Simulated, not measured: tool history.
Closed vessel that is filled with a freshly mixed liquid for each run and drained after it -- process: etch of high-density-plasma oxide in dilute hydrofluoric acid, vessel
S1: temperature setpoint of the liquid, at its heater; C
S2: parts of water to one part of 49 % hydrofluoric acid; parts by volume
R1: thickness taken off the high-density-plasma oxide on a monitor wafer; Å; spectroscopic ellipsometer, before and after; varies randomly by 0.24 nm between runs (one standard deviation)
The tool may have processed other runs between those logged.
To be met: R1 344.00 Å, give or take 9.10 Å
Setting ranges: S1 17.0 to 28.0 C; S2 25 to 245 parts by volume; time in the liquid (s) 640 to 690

{"run": 1, "hour": 0.0, "S1": 20.0, "S2": 135, "time in the liquid (s)": 640, "R1": 187.14}
{"run": 2, "hour": 6.0, "S1": 21.5, "S2": 135, "time in the liquid (s)": 640, "R1": 199.53}
{"run": 3, "hour": 8.3, "S1": 21.5, "S2": 95, "time in the liquid (s)": 640, "R1": 296.99}
{"run": 4, "hour": 10.2, "S1": 18.0, "S2": 95, "time in the liquid (s)": 640, "R1": 256.43}
{"run": 5, "hour": 17.0, "S1": 18.0, "S2": 95, "time in the liquid (s)": 690, "R1": 272.82}
{"run": 6, "hour": 20.2, "S1": 18.0, "S2": 135, "time in the liquid (s)": 690, "R1": 186.91}
{"run": 7, "hour": 21.9, "S1": 20.0, "S2": 130, "time in the liquid (s)": 690, "R1": 211.65}
{"run": 8, "hour": 22.9, "S1": 21.5, "S2": 125, "time in the liquid (s)": 690, "R1": 237.11}
{"run": 9, "hour": 31.7, "S1": 23.0, "S2": 120, "time in the liquid (s)": 690, "R1": 263.97}
{"run": 10, "hour": 37.4, "S1": 24.0, "S2": 120, "time in the liquid (s)": 690, "R1": 272.85}
{"run": 11, "hour": 46.2, "S1": 25.0, "S2": 120, "time in the liquid (s)": 690, "R1": 284.5}
{"run": 12, "hour": 49.4, "S1": 25.5, "S2": 120, "time in the liquid (s)": 690, "R1": 290.92}
{"run": 13, "hour": 52.2, "S1": 26.0, "S2": 120, "time in the liquid (s)": 690, "R1": 297.46}
{"run": 14, "hour": 53.0, "S1": 26.0, "S2": 120, "time in the liquid (s)": 690, "R1": 293.88}
{"run": 15, "hour": 54.9, "S1": 26.5, "S2": 120, "time in the liquid (s)": 690, "R1": 303.0}
{"run": 16, "hour": 60.8, "S1": 27.0, "S2": 120, "time in the liquid (s)": 690, "R1": 303.8}
{"run": 17, "hour": 63.1, "S1": 27.5, "S2": 115, "time in the liquid (s)": 690, "R1": 324.93}

5 candidate next runs follow, results not yet known. Just one meets every target within its allowed miss. Identify it.
{"run": "A", "hour": 65.4, "S1": 28.0, "S2": 125, "time in the liquid (s)": 690, "R1": "?"}
{"run": "B", "hour": 65.4, "S1": 28.0, "S2": 120, "time in the liquid (s)": 675, "R1": "?"}
{"run": "C", "hour": 65.4, "S1": 25.5, "S2": 115, "time in the liquid (s)": 690, "R1": "?"}
{"run": "D", "hour": 65.4, "S1": 28.0, "S2": 110, "time in the liquid (s)": 675, "R1": "?"}
{"run": "E", "hour": 65.4, "S1": 28.0, "S2": 125, "time in the liquid (s)": 670, "R1": "?"}

move=A R1=304.48
move=B R1=312.30
move=C R1=304.79
move=D R1=345.22
move=E R1=295.66
A: further off than the last run
B: further off than the last run
C: further off than the last run
D: meets every target
E: further off than the last run
D is the move that brings every result within its allowed miss.

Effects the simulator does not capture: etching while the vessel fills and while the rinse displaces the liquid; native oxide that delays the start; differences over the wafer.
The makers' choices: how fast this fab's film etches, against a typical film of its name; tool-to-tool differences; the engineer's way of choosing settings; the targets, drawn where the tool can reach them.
